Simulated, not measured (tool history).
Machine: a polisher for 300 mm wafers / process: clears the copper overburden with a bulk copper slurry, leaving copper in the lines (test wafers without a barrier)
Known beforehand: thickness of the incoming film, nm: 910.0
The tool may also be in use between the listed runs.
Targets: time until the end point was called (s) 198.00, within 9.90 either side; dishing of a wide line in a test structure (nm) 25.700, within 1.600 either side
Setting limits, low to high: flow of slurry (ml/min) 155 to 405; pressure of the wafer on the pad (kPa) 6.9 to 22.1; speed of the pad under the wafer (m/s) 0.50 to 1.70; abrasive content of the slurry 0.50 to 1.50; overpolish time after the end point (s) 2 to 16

run,hour,flow of slurry (ml/min),pressure of the wafer on the pad (kPa),speed of the pad under the wafer (m/s),abrasive content of the slurry,overpolish time after the end point (s),time until the end point was called (s),dishing of a wide line in a test structure (nm)
1,0.0,260,14.5,1.10,1.00,8,149.57,34.386
2,2.2,260,13.1,1.10,1.00,8,163.04,30.506
3,6.9,260,12.4,1.10,1.00,8,170.93,29.621
4,13.1,260,12.4,1.10,1.00,4,172.10,15.949
5,18.6,225,12.4,1.10,1.00,4,175.18,16.159
6,19.4,225,12.4,1.08,1.00,5,180.82,19.239
# hour 22.9: slurry blender recalibrated
7,22.9,215,12.4,1.06,1.00,6,176.77,22.518
8,27.4,210,10.3,1.02,1.00,8,218.33,24.436

Below are 5 possible settings for the next run. Only one of them brings all results inside the allowed miss of their targets. Which is it?
A,31.9,265,13.1,0.98,0.85,7,?,?
B,31.9,210,11.7,1.16,1.05,8,?,?
C,31.9,155,9.0,1.32,1.15,8,?,?
D,31.9,160,11.7,1.24,0.70,7,?,?
E,31.9,240,11.0,1.06,0.90,9,?,?

move,time until the end point was called (s),dishing of a wide line in a test structure (nm)
A,180.54,25.365
B,168.82,29.913
C,195.56,25.916
D,172.17,26.259
E,197.51,28.817
A: pushes the last run's worst result past its target
B: pushes the last run's worst result past its target
C: each result inside its tolerance
D: pushes the last run's worst result past its target
E: corrects the largest miss of the last run, while another result sits out of spec
So the answer is move C, the one that meets all the targets.
